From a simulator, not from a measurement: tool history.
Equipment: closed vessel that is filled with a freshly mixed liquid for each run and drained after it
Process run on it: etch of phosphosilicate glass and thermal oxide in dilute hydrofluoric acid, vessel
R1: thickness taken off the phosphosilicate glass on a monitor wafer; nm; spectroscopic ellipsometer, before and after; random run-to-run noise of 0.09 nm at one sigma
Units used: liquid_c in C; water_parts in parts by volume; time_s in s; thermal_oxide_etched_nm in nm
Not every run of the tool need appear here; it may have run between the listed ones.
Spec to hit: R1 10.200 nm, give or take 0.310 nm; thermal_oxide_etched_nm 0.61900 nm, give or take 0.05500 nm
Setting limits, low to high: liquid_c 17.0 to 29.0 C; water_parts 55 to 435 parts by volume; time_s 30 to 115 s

Run 1, hour 0.0: liquid_c 21.0 C, water_parts 245 parts by volume, time_s 60 s. Result: R1 15.719 nm, thermal_oxide_etched_nm 0.95943 nm.
Run 2, hour 3.5: liquid_c 21.0 C, water_parts 245 parts by volume, time_s 75 s. Result: R1 19.247 nm, thermal_oxide_etched_nm 1.15990 nm.
Run 3, hour 7.6: liquid_c 21.0 C, water_parts 245 parts by volume, time_s 95 s. Result: R1 24.514 nm, thermal_oxide_etched_nm 1.56490 nm.
Run 4, hour 14.2: liquid_c 21.0 C, water_parts 305 parts by volume, time_s 95 s. Result: R1 18.903 nm, thermal_oxide_etched_nm 1.13640 nm.
Run 5, hour 21.0: liquid_c 20.5 C, water_parts 320 parts by volume, time_s 95 s. Result: R1 17.205 nm, thermal_oxide_etched_nm 1.11220 nm.
Run 6, hour 22.7: liquid_c 20.5 C, water_parts 320 parts by volume, time_s 85 s. Result: R1 15.486 nm, thermal_oxide_etched_nm 0.88652 nm.
Run 7, hour 23.9: liquid_c 20.0 C, water_parts 330 parts by volume, time_s 85 s. Result: R1 14.723 nm, thermal_oxide_etched_nm 0.88130 nm.
Run 8, hour 29.8: liquid_c 19.5 C, water_parts 345 parts by volume, time_s 85 s. Result: R1 13.643 nm, thermal_oxide_etched_nm 0.84013 nm.
Run 9, hour 31.7: liquid_c 19.5 C, water_parts 355 parts by volume, time_s 85 s. Result: R1 12.940 nm, thermal_oxide_etched_nm 0.79476 nm.
Run 10, hour 33.5: liquid_c 19.5 C, water_parts 365 parts by volume, time_s 85 s. Result: R1 12.818 nm, thermal_oxide_etched_nm 0.77153 nm.
Run 11, hour 41.2: liquid_c 19.0 C, water_parts 375 parts by volume, time_s 85 s. Result: R1 12.163 nm, thermal_oxide_etched_nm 0.74303 nm.
Run 12, hour 48.9: liquid_c 19.0 C, water_parts 380 parts by volume, time_s 85 s. Result: R1 11.807 nm, thermal_oxide_etched_nm 0.72110 nm.
Run 13, hour 56.2: liquid_c 19.0 C, water_parts 385 parts by volume, time_s 85 s. Result: R1 11.618 nm, thermal_oxide_etched_nm 0.70047 nm.
Run 14, hour 61.6: liquid_c 19.0 C, water_parts 390 parts by volume, time_s 85 s. Result: R1 11.235 nm, thermal_oxide_etched_nm 0.69286 nm.
Run 15, hour 67.4: liquid_c 19.0 C, water_parts 395 parts by volume, time_s 85 s. Result: R1 11.074 nm, thermal_oxide_etched_nm 0.69302 nm.
Run 16, hour 70.4: liquid_c 19.0 C, water_parts 400 parts by volume, time_s 85 s. Result: R1 11.122 nm, thermal_oxide_etched_nm 0.66749 nm.
Run 17, hour 73.3: liquid_c 19.0 C, water_parts 405 parts by volume, time_s 85 s. Result: R1 10.856 nm, thermal_oxide_etched_nm 0.64916 nm.

Exercise: of the 4 proposed moves below, exactly one satisfies all targets within the stated allowed misses. Which move is it?
Run A, hour 76.2: liquid_c 17.0 C, water_parts 365 parts by volume, time_s 75 s. Result: R1 ?, thermal_oxide_etched_nm ?.
Run B, hour 76.2: liquid_c 20.0 C, water_parts 420 parts by volume, time_s 90 s. Result: R1 ?, thermal_oxide_etched_nm ?.
Run C, hour 76.2: liquid_c 18.0 C, water_parts 410 parts by volume, time_s 95 s. Result: R1 ?, thermal_oxide_etched_nm ?.
Run D, hour 76.2: liquid_c 20.5 C, water_parts 380 parts by volume, time_s 75 s. Result: R1 ?, thermal_oxide_etched_nm ?.

move      R1  thermal_oxide_etched_nm
   A  10.160                  0.62718
   B  11.277                  0.69611
   C  11.463                  0.70759
   D  10.925                  0.67436
A: in spec on every target
B: misses by more than the last run did
C: misses by more than the last run did
D: misses by more than the last run did
Go with A: it meets all targets.
